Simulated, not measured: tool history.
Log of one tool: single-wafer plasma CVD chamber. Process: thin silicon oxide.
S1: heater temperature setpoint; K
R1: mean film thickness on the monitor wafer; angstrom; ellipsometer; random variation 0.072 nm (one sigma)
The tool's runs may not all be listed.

{"run": 1, "hour": 0.0, "S1": 648.15, "chamber pressure (Torr)": 0.788, "RF power (kW)": 0.255, "deposition time (s)": 8.4, "R1": 151.79}
{"run": 2, "hour": 3.4, "S1": 648.15, "chamber pressure (Torr)": 0.788, "RF power (kW)": 0.255, "deposition time (s)": 8.4, "R1": 152.85}
{"run": 3, "hour": 10.7, "S1": 648.15, "chamber pressure (Torr)": 0.825, "RF power (kW)": 0.255, "deposition time (s)": 8.4, "R1": 160.78}
{"run": 4, "hour": 11.8, "S1": 648.15, "chamber pressure (Torr)": 0.825, "RF power (kW)": 0.275, "deposition time (s)": 8.4, "R1": 166.15}
{"run": 5, "hour": 13.9, "S1": 658.15, "chamber pressure (Torr)": 0.825, "RF power (kW)": 0.275, "deposition time (s)": 8.4, "R1": 163.85}
{"run": 6, "hour": 18.0, "S1": 658.15, "chamber pressure (Torr)": 0.825, "RF power (kW)": 0.275, "deposition time (s)": 8.0, "R1": 157.43}
{"run": 7, "hour": 26.2, "S1": 658.15, "chamber pressure (Torr)": 0.983, "RF power (kW)": 0.28, "deposition time (s)": 8.0, "R1": 183.55}

Forecast run 8:
{"run": 8, "hour": 27.5, "S1": 658.15, "chamber pressure (Torr)": 0.988, "RF power (kW)": 0.28, "deposition time (s)": 8.0, "R1": "?"}

Run 8 gave R1 184.12 angstrom.
